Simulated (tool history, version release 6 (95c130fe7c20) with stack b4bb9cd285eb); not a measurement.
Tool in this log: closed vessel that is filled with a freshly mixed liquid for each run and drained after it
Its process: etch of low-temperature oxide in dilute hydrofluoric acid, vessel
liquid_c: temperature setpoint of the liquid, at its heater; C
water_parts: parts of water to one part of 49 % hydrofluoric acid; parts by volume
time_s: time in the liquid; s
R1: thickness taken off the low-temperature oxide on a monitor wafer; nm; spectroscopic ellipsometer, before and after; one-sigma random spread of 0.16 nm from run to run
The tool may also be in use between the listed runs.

Run 1, hour 0.0: liquid_c 23.0 C, water_parts 115 parts by volume, time_s 235 s. Result: R1 21.524 nm.
Run 2, hour 8.1: liquid_c 24.0 C, water_parts 115 parts by volume, time_s 235 s. Result: R1 22.290 nm.
Run 3, hour 12.4: liquid_c 24.0 C, water_parts 115 parts by volume, time_s 250 s. Result: R1 23.633 nm.
Run 4, hour 15.9: liquid_c 24.0 C, water_parts 115 parts by volume, time_s 250 s. Result: R1 23.642 nm.
Run 5, hour 21.2: liquid_c 24.0 C, water_parts 115 parts by volume, time_s 250 s. Result: R1 24.012 nm.
Run 6, hour 23.3: liquid_c 25.0 C, water_parts 115 parts by volume, time_s 250 s. Result: R1 24.796 nm.
Run 7, hour 32.0: liquid_c 25.5 C, water_parts 115 parts by volume, time_s 250 s. Result: R1 25.221 nm.

Forecast run 8:
Run 8, hour 33.2: liquid_c 26.0 C, water_parts 115 parts by volume, time_s 250 s. Result: R1 ?.

{"run 8": {"R1": 25.696}}

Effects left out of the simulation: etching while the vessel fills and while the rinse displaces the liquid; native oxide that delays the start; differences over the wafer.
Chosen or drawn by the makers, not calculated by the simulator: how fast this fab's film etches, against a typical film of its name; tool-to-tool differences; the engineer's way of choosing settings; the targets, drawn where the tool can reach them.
